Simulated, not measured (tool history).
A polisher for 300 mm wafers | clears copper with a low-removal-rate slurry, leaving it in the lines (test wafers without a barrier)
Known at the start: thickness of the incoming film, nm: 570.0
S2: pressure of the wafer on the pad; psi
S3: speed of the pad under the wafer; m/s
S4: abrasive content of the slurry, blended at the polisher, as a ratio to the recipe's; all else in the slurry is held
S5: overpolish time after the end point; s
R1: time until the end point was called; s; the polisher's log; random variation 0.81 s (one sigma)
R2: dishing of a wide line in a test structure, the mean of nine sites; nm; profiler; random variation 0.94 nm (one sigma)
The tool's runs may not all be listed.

run 1 hour=0 | flow_of_slurry_(ml/min)=200 S2=3.8 S3=1.34 S4=1 S5=20 | R1=100.69 R2=55.045
run 2 hour=0.8 | flow_of_slurry_(ml/min)=180 S2=3.8 S3=1.34 S4=1 S5=20 | R1=102.93 R2=54.587
run 3 hour=1.8 | flow_of_slurry_(ml/min)=180 S2=3.8 S3=1.34 S4=1 S5=16 | R1=101.78 R2=46.373
run 4 hour=10.3 | flow_of_slurry_(ml/min)=185 S2=4 S3=1.34 S4=1 S5=15 | R1=98.217 R2=46.514
run 5 hour=14.7 | flow_of_slurry_(ml/min)=190 S2=4.2 S3=1.34 S4=1 S5=14 | R1=91.411 R2=45.419
run 6 hour=20.3 | flow_of_slurry_(ml/min)=195 S2=4.3 S3=1.34 S4=1 S5=14 | R1=88.176 R2=45.294
run 7 hour=21.5 | flow_of_slurry_(ml/min)=200 S2=4.4 S3=1.34 S4=1 S5=14 | R1=87.984 R2=46.223
run 8 hour=23.8 | flow_of_slurry_(ml/min)=200 S2=4.5 S3=1.34 S4=1 S5=14 | R1=84.183 R2=49.168

Run 9 comes next. What will it give?
run 9 hour=29.3 | flow_of_slurry_(ml/min)=205 S2=4.6 S3=1.34 S4=1 S5=14 | R1=? R2=?

Run 9 gave R1 84.051 s, R2 50.74 nm.
